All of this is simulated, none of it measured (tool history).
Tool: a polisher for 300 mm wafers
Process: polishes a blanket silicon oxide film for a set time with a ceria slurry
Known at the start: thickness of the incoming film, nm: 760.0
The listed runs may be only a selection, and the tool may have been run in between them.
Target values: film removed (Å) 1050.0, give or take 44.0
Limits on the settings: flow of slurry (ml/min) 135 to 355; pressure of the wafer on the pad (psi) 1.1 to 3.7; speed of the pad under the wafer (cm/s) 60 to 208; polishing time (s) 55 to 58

| run | hour | flow of slurry (ml/min) | pressure of the wafer on the pad (psi) | speed of the pad under the wafer (cm/s) | polishing time (s) | film removed (Å) |
|---|---|---|---|---|---|---|
| 1 | 0.0 | 225 | 2.4 | 134 | 55 | 2118.3 |
| 2 | 8.2 | 225 | 2.0 | 128 | 55 | 1761.4 |
| 3 | 11.9 | 225 | 2.0 | 128 | 55 | 1809.6 |
| 4 | 18.7 | 220 | 1.7 | 116 | 55 | 1390.4 |
| 5 | 24.2 | 215 | 1.5 | 116 | 55 | 1256.5 |
| 6 | 28.2 | 210 | 1.4 | 116 | 55 | 1185.4 |
| 7 | 32.8 | 200 | 1.3 | 116 | 55 | 1096.5 |
| 8 | 40.0 | 195 | 1.3 | 116 | 55 | 1103.3 |

5 candidate next runs follow, results not yet known. Just one meets every target within its allowed miss. Identify it.
| A | 47.2 | 175 | 1.2 | 134 | 56 | ? |
| B | 47.2 | 155 | 1.2 | 104 | 55 | ? |
| C | 47.2 | 200 | 1.2 | 114 | 56 | ? |
| D | 47.2 | 195 | 1.5 | 106 | 58 | ? |
| E | 47.2 | 200 | 1.2 | 124 | 58 | ? |

| move | film removed (Å) |
|---|---|
| A | 1203.0 |
| B | 904.1 |
| C | 1051.2 |
| D | 1197.8 |
| E | 1180.9 |
A: further off than the last run
B: pushes the last run's worst result past its target
C: meets every target
D: further off than the last run
E: further off than the last run
Go with C: it meets all targets.

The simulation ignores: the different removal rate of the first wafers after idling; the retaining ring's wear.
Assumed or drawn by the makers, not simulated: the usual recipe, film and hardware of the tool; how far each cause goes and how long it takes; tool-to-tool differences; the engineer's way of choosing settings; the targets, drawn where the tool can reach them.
